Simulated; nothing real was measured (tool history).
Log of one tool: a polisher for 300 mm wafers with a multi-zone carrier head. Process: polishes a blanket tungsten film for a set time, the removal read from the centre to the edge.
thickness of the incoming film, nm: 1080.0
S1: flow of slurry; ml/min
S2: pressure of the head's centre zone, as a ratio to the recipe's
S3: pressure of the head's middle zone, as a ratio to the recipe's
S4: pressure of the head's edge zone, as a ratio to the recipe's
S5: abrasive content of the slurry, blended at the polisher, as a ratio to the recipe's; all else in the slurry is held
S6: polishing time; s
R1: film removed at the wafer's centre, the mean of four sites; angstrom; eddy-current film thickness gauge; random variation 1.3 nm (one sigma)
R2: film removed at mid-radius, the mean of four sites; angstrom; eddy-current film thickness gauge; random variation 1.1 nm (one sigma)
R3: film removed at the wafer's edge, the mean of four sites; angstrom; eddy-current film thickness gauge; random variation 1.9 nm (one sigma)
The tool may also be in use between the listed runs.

{"run": 1, "hour": 0.0, "S1": 255, "S2": 1.0, "S3": 1.0, "S4": 1.0, "S5": 1.0, "S6": 84, "R1": 2814.7, "R2": 2794.7, "R3": 2832.2}
{"run": 2, "hour": 6.0, "S1": 285, "S2": 1.0, "S3": 1.0, "S4": 1.0, "S5": 1.0, "S6": 84, "R1": 2867.5, "R2": 2865.1, "R3": 2774.2}
{"run": 3, "hour": 8.7, "S1": 280, "S2": 0.99, "S3": 0.98, "S4": 0.99, "S5": 0.95, "S6": 82, "R1": 2711.7, "R2": 2704.7, "R3": 2717.8}
{"run": 4, "hour": 12.9, "S1": 280, "S2": 0.99, "S3": 0.96, "S4": 0.98, "S5": 0.9, "S6": 79, "R1": 2613.8, "R2": 2543.0, "R3": 2572.5}
{"run": 5, "hour": 20.4, "S1": 280, "S2": 0.99, "S3": 0.96, "S4": 0.98, "S5": 0.85, "S6": 79, "R1": 2535.4, "R2": 2502.9, "R3": 2539.0}
{"run": 6, "hour": 24.1, "S1": 280, "S2": 0.91, "S3": 0.96, "S4": 0.98, "S5": 0.85, "S6": 79, "R1": 2379.1, "R2": 2471.9, "R3": 2560.2}
{"run": 7, "hour": 30.3, "S1": 275, "S2": 0.91, "S3": 0.94, "S4": 0.97, "S5": 0.8, "S6": 77, "R1": 2279.8, "R2": 2364.1, "R3": 2418.0}

The next listed run, before its measurement:
{"run": 8, "hour": 33.4, "S1": 265, "S2": 0.91, "S3": 0.92, "S4": 0.98, "S5": 0.75, "S6": 75, "R1": "?", "R2": "?", "R3": "?"}

R1: 2200.8 angstrom
R2: 2203.9 angstrom
R3: 2374.4 angstrom
